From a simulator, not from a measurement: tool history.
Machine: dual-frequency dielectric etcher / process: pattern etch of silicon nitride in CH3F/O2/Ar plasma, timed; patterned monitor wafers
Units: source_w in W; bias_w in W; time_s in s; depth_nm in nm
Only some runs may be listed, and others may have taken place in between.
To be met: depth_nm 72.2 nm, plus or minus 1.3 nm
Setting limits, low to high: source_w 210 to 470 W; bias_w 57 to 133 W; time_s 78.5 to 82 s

Run 1, hour 0: source_w 340 W, bias_w 95 W, time_s 78.5 s. Result: depth_nm 64.062 nm.
Run 2, hour 2.7: source_w 350 W, bias_w 96 W, time_s 78.5 s. Result: depth_nm 64.841 nm.
Run 3, hour 8.3: source_w 360 W, bias_w 97 W, time_s 78.5 s. Result: depth_nm 64.908 nm.
Run 4, hour 9.8: source_w 360 W, bias_w 97 W, time_s 78.5 s. Result: depth_nm 65.226 nm.
Run 5, hour 17.3: source_w 370 W, bias_w 99 W, time_s 78.5 s. Result: depth_nm 65.95 nm.
Run 6, hour 23.2: source_w 380 W, bias_w 101 W, time_s 78.5 s. Result: depth_nm 66.403 nm.
Run 7, hour 25.9: source_w 380 W, bias_w 103 W, time_s 78.5 s. Result: depth_nm 67.688 nm.
Run 8, hour 31.4: source_w 380 W, bias_w 103 W, time_s 78.5 s. Result: depth_nm 67.594 nm.
Run 9, hour 37.6: source_w 390 W, bias_w 104 W, time_s 78.5 s. Result: depth_nm 68.042 nm.
Run 10, hour 45.6: source_w 400 W, bias_w 105 W, time_s 78.5 s. Result: depth_nm 68.298 nm.
Run 11, hour 47.8: source_w 400 W, bias_w 106 W, time_s 78.5 s. Result: depth_nm 68.221 nm.
Run 12, hour 51.7: source_w 400 W, bias_w 108 W, time_s 78.5 s. Result: depth_nm 69.039 nm.

Below are 4 possible settings for the next run. Only one of them brings all results inside the allowed miss of their targets. Which is it?
Run A, hour 55.6: source_w 270 W, bias_w 133 W, time_s 80.5 s. Result: depth_nm ?.
Run B, hour 55.6: source_w 350 W, bias_w 101 W, time_s 78.5 s. Result: depth_nm ?.
Run C, hour 55.6: source_w 380 W, bias_w 100 W, time_s 80.5 s. Result: depth_nm ?.
Run D, hour 55.6: source_w 450 W, bias_w 126 W, time_s 79 s. Result: depth_nm ?.

move  depth_nm
   A    71.989
   B    65.917
   C    68.416
   D    76.035
A: all results land within tolerance of their targets
B: moves away from the targets compared with the last run
C: moves away from the targets compared with the last run
D: carries the result that was furthest off beyond its target, to the other side
A is the move that brings every result within its allowed miss.
